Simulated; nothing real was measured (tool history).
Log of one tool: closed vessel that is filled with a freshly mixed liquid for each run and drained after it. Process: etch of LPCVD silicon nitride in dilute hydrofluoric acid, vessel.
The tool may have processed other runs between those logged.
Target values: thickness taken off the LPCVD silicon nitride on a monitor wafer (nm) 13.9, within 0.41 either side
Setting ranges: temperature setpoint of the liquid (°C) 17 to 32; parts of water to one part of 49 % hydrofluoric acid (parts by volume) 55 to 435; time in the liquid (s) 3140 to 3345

| run | day | temperature setpoint of the liquid (°C) | parts of water to one part of 49 % hydrofluoric acid (parts by volume) | time in the liquid (s) | thickness taken off the LPCVD silicon nitride on a monitor wafer (nm) |
|---|---|---|---|---|---|
| 1 | 0 | 24 | 245 | 3140 | 6.1597 |
| 2 | 0.329 | 24 | 315 | 3140 | 4.8167 |
| 3 | 0.467 | 24 | 390 | 3140 | 3.8904 |
| 4 | 0.754 | 25.5 | 335 | 3150 | 5.007 |
| 5 | 1.088 | 27 | 290 | 3155 | 6.214 |
| 6 | 1.192 | 27 | 325 | 3155 | 5.6453 |
| 7 | 1.317 | 28 | 280 | 3160 | 6.9006 |
| 8 | 1.483 | 29 | 245 | 3165 | 8.4686 |
| 9 | 1.721 | 32 | 150 | 3175 | 16.671 |
| 10 | 1.75 | 31.5 | 150 | 3175 | 16.127 |
| 11 | 1.925 | 31 | 150 | 3175 | 15.814 |
| 12 | 2.038 | 30.5 | 150 | 3175 | 15.072 |
| 13 | 2.238 | 30 | 150 | 3175 | 14.59 |
| 14 | 2.521 | 30 | 150 | 3175 | 14.7 |
| 15 | 2.562 | 29.5 | 150 | 3175 | 14.309 |

Pick the move, out of 5, that brings all results within their allowed miss; only one does.
| A | 2.604 | 32 | 185 | 3255 | ? |
| B | 2.604 | 32 | 175 | 3345 | ? |
| C | 2.604 | 29.5 | 145 | 3220 | ? |
| D | 2.604 | 31.5 | 155 | 3140 | ? |
| E | 2.604 | 25.5 | 115 | 3275 | ? |

| move | thickness taken off the LPCVD silicon nitride on a monitor wafer (nm) |
|---|---|
| A | 13.641 |
| B | 14.842 |
| C | 14.877 |
| D | 15.313 |
| E | 14.825 |
A: every result within its allowed miss
B: its largest miss is bigger than the last run's
C: its largest miss is bigger than the last run's
D: its largest miss is bigger than the last run's
E: its largest miss is bigger than the last run's
Move A is the one to make.
